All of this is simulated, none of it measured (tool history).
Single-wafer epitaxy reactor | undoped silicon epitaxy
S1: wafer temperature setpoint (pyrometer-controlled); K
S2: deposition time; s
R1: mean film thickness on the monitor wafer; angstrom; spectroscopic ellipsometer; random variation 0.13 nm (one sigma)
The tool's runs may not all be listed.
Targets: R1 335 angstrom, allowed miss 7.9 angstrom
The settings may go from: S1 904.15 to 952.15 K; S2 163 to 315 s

run 1 day=0 | S1=928.15 S2=239 | R1=423.5
run 2 day=0.304 | S1=935.15 S2=239 | R1=484.27
run 3 day=0.533 | S1=933.15 S2=239 | R1=465.93
run 4 day=0.725 | S1=933.15 S2=267 | R1=521.88
run 5 day=1.096 | S1=933.15 S2=244 | R1=473.94
run 6 day=1.408 | S1=940.15 S2=244 | R1=540.03
run 7 day=1.75 | S1=937.15 S2=244 | R1=514.13
run 8 day=2.117 | S1=935.15 S2=244 | R1=493.75
run 9 day=2.404 | S1=933.15 S2=244 | R1=475.99
run 10 day=2.442 | S1=931.15 S2=244 | R1=459.72
run 11 day=2.467 | S1=929.15 S2=244 | R1=440.42
run 12 day=2.65 | S1=927.15 S2=244 | R1=421.29
run 13 day=2.871 | S1=926.15 S2=244 | R1=418.01
run 14 day=2.929 | S1=925.15 S2=244 | R1=408.82

Which of these 4 next moves meets every target?
run A day=2.988 | S1=919.15 S2=246 | R1=?
run B day=2.988 | S1=916.15 S2=236 | R1=?
run C day=2.988 | S1=935.15 S2=240 | R1=?
run D day=2.988 | S1=933.15 S2=243 | R1=?

move=A R1=369.63
move=B R1=334.61
move=C R1=488.77
move=D R1=476.66
A: nearer than the last run, and not there yet
B: meets every target
C: further off than the last run
D: further off than the last run
Move B is the one to make.

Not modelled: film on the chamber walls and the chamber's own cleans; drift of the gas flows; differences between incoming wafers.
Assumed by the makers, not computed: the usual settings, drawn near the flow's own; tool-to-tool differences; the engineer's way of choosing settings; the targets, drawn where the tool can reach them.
